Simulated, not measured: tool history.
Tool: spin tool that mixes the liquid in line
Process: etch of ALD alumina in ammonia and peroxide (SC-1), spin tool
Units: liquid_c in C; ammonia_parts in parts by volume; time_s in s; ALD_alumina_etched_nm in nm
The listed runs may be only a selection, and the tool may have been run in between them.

| run | day | liquid_c | ammonia_parts | time_s | ALD_alumina_etched_nm |
|---|---|---|---|---|---|
| 1 | 0.000 | 59.0 | 0.9 | 125 | 12.0780 |
| 2 | 0.179 | 59.0 | 1.0 | 125 | 12.0740 |
| 3 | 0.217 | 54.0 | 1.0 | 125 | 9.1660 |
| 4 | 0.521 | 54.0 | 1.0 | 135 | 9.9615 |
| 5 | 0.762 | 57.0 | 1.0 | 135 | 11.7100 |
| 6 | 0.796 | 55.5 | 1.0 | 135 | 10.8510 |
| 7 | 0.912 | 54.0 | 1.0 | 135 | 9.8900 |

The next listed run, before its measurement:
| 8 | 1.279 | 53.0 | 1.0 | 135 | ? |

ALD_alumina_etched_nm: 9.5355 nm
